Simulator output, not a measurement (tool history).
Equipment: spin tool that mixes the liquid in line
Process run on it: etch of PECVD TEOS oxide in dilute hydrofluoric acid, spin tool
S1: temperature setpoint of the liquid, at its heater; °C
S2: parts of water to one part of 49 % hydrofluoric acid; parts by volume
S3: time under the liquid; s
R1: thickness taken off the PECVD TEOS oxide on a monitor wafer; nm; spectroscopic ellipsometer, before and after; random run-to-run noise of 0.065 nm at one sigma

run  hour    S1   S2   S3      R1
  1   0.0  26.0  290  325  16.394
  2   7.0  24.5  300  325  14.842
  3  11.3  24.5  205  325  23.839
  4  19.2  23.0  235  325  19.033
  5  27.4  22.0  255  325  16.897
  6  28.8  21.0  275  325  14.797
  7  30.8  20.5  290  325  13.347
  8  38.8  20.5  290  325  13.451
  9  44.4  20.0  300  325  12.884
 10  48.3  19.5  310  325  12.083
 11  56.9  19.5  310  325  12.058

Forecast run 12:
 12  58.1  19.0  315  325   ?

R1: 11.527 nm
